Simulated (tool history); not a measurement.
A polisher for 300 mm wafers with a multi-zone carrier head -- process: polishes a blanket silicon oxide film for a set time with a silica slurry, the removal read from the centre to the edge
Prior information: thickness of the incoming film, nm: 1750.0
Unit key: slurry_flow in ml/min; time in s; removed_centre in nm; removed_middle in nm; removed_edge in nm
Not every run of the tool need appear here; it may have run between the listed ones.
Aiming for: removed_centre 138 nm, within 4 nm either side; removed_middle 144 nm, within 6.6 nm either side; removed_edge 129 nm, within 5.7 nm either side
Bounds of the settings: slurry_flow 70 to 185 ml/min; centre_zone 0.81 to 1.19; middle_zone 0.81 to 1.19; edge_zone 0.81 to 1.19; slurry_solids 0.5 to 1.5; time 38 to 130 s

run,hour,slurry_flow,centre_zone,middle_zone,edge_zone,slurry_solids,time,removed_centre,removed_middle,removed_edge
1,0,120,1,1,1,1,84,203.13,201.72,210.39
2,6,120,1,1.08,1,1,84,204.54,219.33,213.49
3,9.4,120,1,1.08,1,0.9,84,195.43,208.08,202.83
4,13,130,1,1.08,1,0.9,84,200.99,212.61,204.02
5,21,140,0.98,1.07,0.96,0.8,80,182.35,195.89,181.78
6,24.5,140,0.91,1.07,0.96,0.8,80,169.58,199.97,180.42
7,28.9,140,0.91,1.07,0.96,0.8,80,167.56,195.55,179.37
8,33.9,140,0.92,1.05,0.93,0.7,78,158.04,177.53,165.85
9,40.1,140,0.93,1.05,0.9,0.65,76,150.23,166.04,157.24
10,46.1,150,0.94,1.06,0.88,0.6,73,144.71,162.91,145.4
11,53.6,150,0.95,1.06,0.86,0.55,72,138.85,153.72,134.06

Pick the move, out of 4, that brings all results within their allowed miss; only one does.
A,61.1,185,0.98,0.91,0.81,0.5,76,?,?,?
B,61.1,145,0.91,1.07,0.89,0.5,81,?,?,?
C,61.1,165,1.02,1.09,0.9,0.95,53,?,?,?
D,61.1,115,0.95,1.07,0.88,0.55,77,?,?,?

move,removed_centre,removed_middle,removed_edge
A,151.41,138.18,135.47
B,142.84,161.5,145.63
C,139.56,142.32,126.19
D,139.12,151.67,138.15
A: brings the last run's worst result on target, with another outside its allowed miss
B: the biggest miss grows against the last run
C: meets every target
D: the biggest miss grows against the last run
C is the move that brings every result within its allowed miss.
